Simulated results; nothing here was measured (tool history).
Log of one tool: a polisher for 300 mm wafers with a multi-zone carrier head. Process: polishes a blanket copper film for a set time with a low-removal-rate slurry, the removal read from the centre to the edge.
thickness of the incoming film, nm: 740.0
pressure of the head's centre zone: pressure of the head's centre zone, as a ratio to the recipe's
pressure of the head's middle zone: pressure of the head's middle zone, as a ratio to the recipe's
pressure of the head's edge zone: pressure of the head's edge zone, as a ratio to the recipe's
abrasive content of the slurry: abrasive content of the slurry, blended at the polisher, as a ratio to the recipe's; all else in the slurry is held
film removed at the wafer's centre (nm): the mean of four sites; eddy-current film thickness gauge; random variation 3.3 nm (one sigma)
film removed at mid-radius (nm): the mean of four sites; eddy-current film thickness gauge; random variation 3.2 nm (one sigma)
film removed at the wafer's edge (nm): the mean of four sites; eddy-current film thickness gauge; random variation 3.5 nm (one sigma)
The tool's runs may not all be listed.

run	hour	flow of slurry (ml/min)	pressure of the head's centre zone	pressure of the head's middle zone	pressure of the head's edge zone	abrasive content of the slurry	polishing time (s)	film removed at the wafer's centre (nm)	film removed at mid-radius (nm)	film removed at the wafer's edge (nm)
1	0	120	1	1	1	1	72	207.99	212.12	218.03
2	2.2	95	1	1	1	1	72	194.95	202.65	210.41
3	6.8	95	1	1.06	1	1	72	195.37	207.96	210.47
4	9.6	95	1.06	1.06	1	1	72	206.67	205.59	205.82
5	12.5	105	1.07	1.07	1.02	1.1	73	220.96	224.02	221.09
6	16.2	105	1.07	1.07	1.07	1.1	73	223.33	223.81	229.89

The next listed run, before its measurement:
7	22	115	1.09	1.08	1.09	1.15	73	?	?	?

Run 7 gave film removed at the wafer's centre (nm) 237.95, film removed at mid-radius (nm) 230.65, film removed at the wafer's edge (nm) 234.76.

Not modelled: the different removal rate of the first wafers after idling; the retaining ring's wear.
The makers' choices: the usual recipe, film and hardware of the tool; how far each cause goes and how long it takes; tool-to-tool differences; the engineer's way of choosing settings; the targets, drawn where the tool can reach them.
